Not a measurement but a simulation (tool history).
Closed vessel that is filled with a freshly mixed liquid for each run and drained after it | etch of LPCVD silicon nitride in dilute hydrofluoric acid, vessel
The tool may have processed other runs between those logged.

| run | hour | temperature setpoint of the liquid (K) | parts of water to one part of 49 % hydrofluoric acid (parts by volume) | time in the liquid (s) | thickness taken off the LPCVD silicon nitride on a monitor wafer (angstrom) |
|---|---|---|---|---|---|
| 1 | 0 | 296.15 | 250 | 735 | 12.535 |
| 2 | 3.1 | 295.65 | 250 | 735 | 12.18 |
| 3 | 7.3 | 293.15 | 250 | 735 | 10.351 |
| 4 | 9.2 | 292.65 | 250 | 735 | 10.004 |
| 5 | 12.5 | 292.15 | 250 | 735 | 9.6294 |
| 6 | 21.2 | 291.15 | 260 | 735 | 8.8132 |
| 7 | 26.5 | 290.15 | 275 | 735 | 7.6829 |

Run 8, settings as shown, results not yet in. Your forecast:
| 8 | 28 | 290.15 | 275 | 735 | ? |

Run 8 produced thickness taken off the LPCVD silicon nitride on a monitor wafer (angstrom) 7.7286.
